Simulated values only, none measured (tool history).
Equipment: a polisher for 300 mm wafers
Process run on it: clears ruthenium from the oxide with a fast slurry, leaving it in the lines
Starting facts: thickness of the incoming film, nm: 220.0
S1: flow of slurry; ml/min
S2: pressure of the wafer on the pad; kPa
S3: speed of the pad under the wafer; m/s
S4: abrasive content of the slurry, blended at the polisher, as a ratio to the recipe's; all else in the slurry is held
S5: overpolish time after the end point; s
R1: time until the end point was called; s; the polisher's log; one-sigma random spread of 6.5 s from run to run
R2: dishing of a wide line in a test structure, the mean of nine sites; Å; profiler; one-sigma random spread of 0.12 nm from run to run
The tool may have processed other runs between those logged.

{"run": 1, "day": 0.0, "S1": 155, "S2": 13.1, "S3": 0.76, "S4": 1.0, "S5": 27, "R1": 121.77, "R2": 384.04}
{"run": 2, "day": 0.071, "S1": 155, "S2": 13.1, "S3": 0.76, "S4": 1.1, "S5": 27, "R1": 114.24, "R2": 406.38}
{"run": 3, "day": 0.358, "S1": 190, "S2": 13.1, "S3": 0.76, "S4": 1.1, "S5": 27, "R1": 115.53, "R2": 419.59}
{"run": 4, "day": 0.621, "S1": 185, "S2": 12.4, "S3": 0.68, "S4": 1.0, "S5": 24, "R1": 146.25, "R2": 303.92}
{"run": 5, "day": 0.667, "S1": 215, "S2": 12.4, "S3": 0.68, "S4": 1.0, "S5": 24, "R1": 140.88, "R2": 312.31}
{"run": 6, "day": 0.929, "S1": 215, "S2": 12.4, "S3": 0.68, "S4": 1.0, "S5": 14, "R1": 140.25, "R2": 188.31}
{"day": 1.229, "done": "slurry blender recalibrated"}
{"run": 7, "day": 1.229, "S1": 215, "S2": 11.0, "S3": 0.62, "S4": 1.0, "S5": 14, "R1": 152.4, "R2": 178.54}
{"run": 8, "day": 1.45, "S1": 215, "S2": 10.3, "S3": 0.56, "S4": 0.9, "S5": 14, "R1": 187.9, "R2": 148.97}
{"run": 9, "day": 1.55, "S1": 215, "S2": 10.3, "S3": 0.56, "S4": 0.9, "S5": 14, "R1": 185.02, "R2": 146.81}

Expected results for the next run?
{"run": 10, "day": 1.783, "S1": 215, "S2": 9.7, "S3": 0.52, "S4": 0.85, "S5": 15, "R1": "?", "R2": "?"}

Logged for run 10: R1 225.37 s, R2 132.57 Å.

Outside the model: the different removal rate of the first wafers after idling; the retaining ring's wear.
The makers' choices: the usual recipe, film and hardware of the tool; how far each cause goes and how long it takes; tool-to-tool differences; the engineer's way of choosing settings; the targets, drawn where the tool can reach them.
